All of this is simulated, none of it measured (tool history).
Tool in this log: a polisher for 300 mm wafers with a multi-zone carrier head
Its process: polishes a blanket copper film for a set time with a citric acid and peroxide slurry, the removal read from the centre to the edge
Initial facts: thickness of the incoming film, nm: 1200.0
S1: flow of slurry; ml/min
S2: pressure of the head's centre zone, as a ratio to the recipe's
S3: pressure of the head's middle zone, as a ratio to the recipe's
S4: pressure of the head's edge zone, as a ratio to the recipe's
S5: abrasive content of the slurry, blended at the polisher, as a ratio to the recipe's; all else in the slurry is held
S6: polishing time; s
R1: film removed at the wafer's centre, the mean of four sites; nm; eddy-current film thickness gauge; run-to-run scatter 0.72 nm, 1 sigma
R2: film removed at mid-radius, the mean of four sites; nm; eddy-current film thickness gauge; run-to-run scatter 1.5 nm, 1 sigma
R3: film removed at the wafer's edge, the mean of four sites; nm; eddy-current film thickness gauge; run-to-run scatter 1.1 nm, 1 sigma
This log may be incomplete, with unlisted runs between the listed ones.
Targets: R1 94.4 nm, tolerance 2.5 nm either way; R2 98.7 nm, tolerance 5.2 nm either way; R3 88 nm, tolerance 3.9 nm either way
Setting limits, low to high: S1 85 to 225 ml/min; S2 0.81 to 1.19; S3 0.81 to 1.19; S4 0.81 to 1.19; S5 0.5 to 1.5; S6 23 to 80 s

run	hour	S1	S2	S3	S4	S5	S6	R1	R2	R3
1	0	145	1	1	1	1	51	117.89	119.78	116.49
2	6.2	145	0.93	1	1	1	51	109.82	117.55	115.87
3	13.9	145	0.94	1	0.97	0.9	50	106.89	116.19	111.15
4	17.1	145	0.95	0.99	0.95	0.85	49	105.12	109.55	104.71
5	24.2	125	0.95	0.99	0.95	0.85	49	100.46	106.04	103.99
6	31	125	0.95	0.99	0.95	0.95	49	101.54	109.23	108.7
7	34.9	125	0.95	0.99	0.94	0.85	49	99.44	105.34	102.59
8	37	125	0.96	0.99	0.93	0.8	49	100.58	104.35	102.52
9	38.5	125	0.96	1	0.91	0.75	49	98.022	103.51	98.91

Exactly one of the 4 candidate moves below puts every result within its allowed miss. Which one?
A	40	180	0.99	1.07	0.9	0.8	41	?	?	?
B	40	120	0.9	1.19	0.89	0.85	47	?	?	?
C	40	85	0.91	0.84	1.01	0.6	60	?	?	?
D	40	155	0.97	0.88	1.04	0.7	49	?	?	?

move	R1	R2	R3
A	94.843	100.07	86.434
B	90.87	112.49	93.949
C	94.078	100.1	108.45
D	104.11	103.09	105.1
A: meets every target
B: nearer the targets than the last run, but a result is still out of spec
C: lands further from the targets than the last run did
D: lands further from the targets than the last run did
A meets every target.

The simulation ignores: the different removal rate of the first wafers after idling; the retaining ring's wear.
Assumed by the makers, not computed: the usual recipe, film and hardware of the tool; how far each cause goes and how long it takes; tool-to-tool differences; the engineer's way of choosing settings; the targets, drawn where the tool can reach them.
